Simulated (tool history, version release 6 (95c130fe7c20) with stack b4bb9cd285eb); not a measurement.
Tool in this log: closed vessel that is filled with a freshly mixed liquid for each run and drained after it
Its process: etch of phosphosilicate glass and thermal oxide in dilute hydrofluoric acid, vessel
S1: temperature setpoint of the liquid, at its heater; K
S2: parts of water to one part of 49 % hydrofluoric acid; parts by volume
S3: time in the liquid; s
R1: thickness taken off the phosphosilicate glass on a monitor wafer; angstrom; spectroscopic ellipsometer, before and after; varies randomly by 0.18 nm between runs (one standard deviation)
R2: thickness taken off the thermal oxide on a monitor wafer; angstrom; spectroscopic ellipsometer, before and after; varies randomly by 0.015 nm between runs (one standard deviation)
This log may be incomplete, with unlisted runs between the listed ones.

Run 1, hour 0.0: S1 296.15 K, S2 100 parts by volume, S3 60 s. Result: R1 450.63 angstrom, R2 25.8990 angstrom.
Run 2, hour 1.5: S1 294.65 K, S2 110 parts by volume, S3 60 s. Result: R1 384.20 angstrom, R2 21.6680 angstrom.
Run 3, hour 4.0: S1 294.65 K, S2 110 parts by volume, S3 40 s. Result: R1 255.28 angstrom, R2 14.6230 angstrom.
Run 4, hour 10.3: S1 293.65 K, S2 110 parts by volume, S3 40 s. Result: R1 245.74 angstrom, R2 14.0390 angstrom.
Run 5, hour 13.7: S1 293.65 K, S2 110 parts by volume, S3 30 s. Result: R1 181.57 angstrom, R2 10.4470 angstrom.
Run 6, hour 21.6: S1 293.65 K, S2 130 parts by volume, S3 30 s. Result: R1 152.38 angstrom, R2 8.7275 angstrom.
Run 7, hour 28.2: S1 296.15 K, S2 130 parts by volume, S3 30 s. Result: R1 166.10 angstrom, R2 9.6197 angstrom.
Run 8, hour 31.6: S1 298.15 K, S2 130 parts by volume, S3 30 s. Result: R1 182.42 angstrom, R2 10.4880 angstrom.
Run 9, hour 33.0: S1 299.65 K, S2 130 parts by volume, S3 30 s. Result: R1 190.49 angstrom, R2 11.0630 angstrom.
Run 10, hour 36.5: S1 300.65 K, S2 130 parts by volume, S3 30 s. Result: R1 199.61 angstrom, R2 11.5110 angstrom.
Run 11, hour 39.9: S1 301.65 K, S2 130 parts by volume, S3 30 s. Result: R1 209.73 angstrom, R2 11.9580 angstrom.
Run 12, hour 48.6: S1 302.15 K, S2 130 parts by volume, S3 30 s. Result: R1 209.77 angstrom, R2 12.1600 angstrom.

What will run 13 give?
Run 13, hour 55.0: S1 302.65 K, S2 130 parts by volume, S3 30 s. Result: R1 ?, R2 ?.

Run 13 measured R1 215.11 angstrom, R2 12.3070 angstrom.
